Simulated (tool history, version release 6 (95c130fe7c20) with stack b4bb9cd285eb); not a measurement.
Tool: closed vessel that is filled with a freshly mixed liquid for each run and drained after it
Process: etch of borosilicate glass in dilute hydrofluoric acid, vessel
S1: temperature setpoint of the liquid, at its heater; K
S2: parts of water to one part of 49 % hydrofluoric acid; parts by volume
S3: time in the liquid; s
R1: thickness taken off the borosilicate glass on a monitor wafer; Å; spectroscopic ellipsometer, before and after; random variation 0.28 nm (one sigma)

run,day,S1,S2,S3,R1
1,0,296.15,90,280,715.36
2,0.225,296.15,90,300,779.26
3,0.338,296.15,90,300,774.34
4,0.467,296.15,90,300,772.92
5,0.517,296.15,110,300,612.33
# day 0.642: hydrofluoric acid flow meter replaced
6,0.642,298.15,110,300,744.66
7,0.75,296.65,110,300,698.79

Forecast run 8:
8,1.071,292.65,125,300,?

R1: 516.06 Å

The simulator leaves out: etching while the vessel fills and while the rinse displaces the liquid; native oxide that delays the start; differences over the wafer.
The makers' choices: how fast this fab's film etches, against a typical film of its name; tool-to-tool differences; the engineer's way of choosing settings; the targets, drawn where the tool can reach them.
